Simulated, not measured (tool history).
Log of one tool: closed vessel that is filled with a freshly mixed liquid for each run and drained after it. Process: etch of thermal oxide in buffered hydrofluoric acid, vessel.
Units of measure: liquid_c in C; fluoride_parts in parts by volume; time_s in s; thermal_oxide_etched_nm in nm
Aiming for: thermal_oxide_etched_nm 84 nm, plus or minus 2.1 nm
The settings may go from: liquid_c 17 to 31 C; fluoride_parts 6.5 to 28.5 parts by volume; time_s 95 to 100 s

{"run": 1, "day": 0.0, "liquid_c": 23, "fluoride_parts": 17.5, "time_s": 95, "thermal_oxide_etched_nm": 63.367}
{"run": 2, "day": 0.246, "liquid_c": 24, "fluoride_parts": 17.5, "time_s": 95, "thermal_oxide_etched_nm": 66.087}
{"run": 3, "day": 0.542, "liquid_c": 24, "fluoride_parts": 17.5, "time_s": 100, "thermal_oxide_etched_nm": 70.722}
{"run": 4, "day": 0.571, "liquid_c": 24, "fluoride_parts": 20.5, "time_s": 100, "thermal_oxide_etched_nm": 60.614}
{"run": 5, "day": 0.721, "liquid_c": 25.5, "fluoride_parts": 20.5, "time_s": 100, "thermal_oxide_etched_nm": 66.13}
{"run": 6, "day": 0.846, "liquid_c": 26.5, "fluoride_parts": 20.5, "time_s": 100, "thermal_oxide_etched_nm": 69.444}
{"run": 7, "day": 0.992, "liquid_c": 27.5, "fluoride_parts": 20.5, "time_s": 100, "thermal_oxide_etched_nm": 72.606}
{"run": 8, "day": 1.033, "liquid_c": 28, "fluoride_parts": 20.5, "time_s": 100, "thermal_oxide_etched_nm": 75.783}
{"run": 9, "day": 1.375, "liquid_c": 28.5, "fluoride_parts": 20.5, "time_s": 100, "thermal_oxide_etched_nm": 78.383}
{"run": 10, "day": 1.579, "liquid_c": 29, "fluoride_parts": 20.5, "time_s": 100, "thermal_oxide_etched_nm": 79.083}
{"run": 11, "day": 1.65, "liquid_c": 29.5, "fluoride_parts": 20.5, "time_s": 100, "thermal_oxide_etched_nm": 80.34}

Pick the move, out of 4, that brings all results within their allowed miss; only one does.
{"run": "A", "day": 1.721, "liquid_c": 30.5, "fluoride_parts": 21.5, "time_s": 100, "thermal_oxide_etched_nm": "?"}
{"run": "B", "day": 1.721, "liquid_c": 28, "fluoride_parts": 20, "time_s": 100, "thermal_oxide_etched_nm": "?"}
{"run": "C", "day": 1.721, "liquid_c": 31, "fluoride_parts": 23, "time_s": 95, "thermal_oxide_etched_nm": "?"}
{"run": "D", "day": 1.721, "liquid_c": 29, "fluoride_parts": 21.5, "time_s": 100, "thermal_oxide_etched_nm": "?"}

move=A thermal_oxide_etched_nm=82.738
move=B thermal_oxide_etched_nm=76.139
move=C thermal_oxide_etched_nm=77.066
move=D thermal_oxide_etched_nm=76.425
A: each result inside its tolerance
B: moves away from the targets compared with the last run
C: moves away from the targets compared with the last run
D: moves away from the targets compared with the last run
So the answer is move A, the one that meets all the targets.

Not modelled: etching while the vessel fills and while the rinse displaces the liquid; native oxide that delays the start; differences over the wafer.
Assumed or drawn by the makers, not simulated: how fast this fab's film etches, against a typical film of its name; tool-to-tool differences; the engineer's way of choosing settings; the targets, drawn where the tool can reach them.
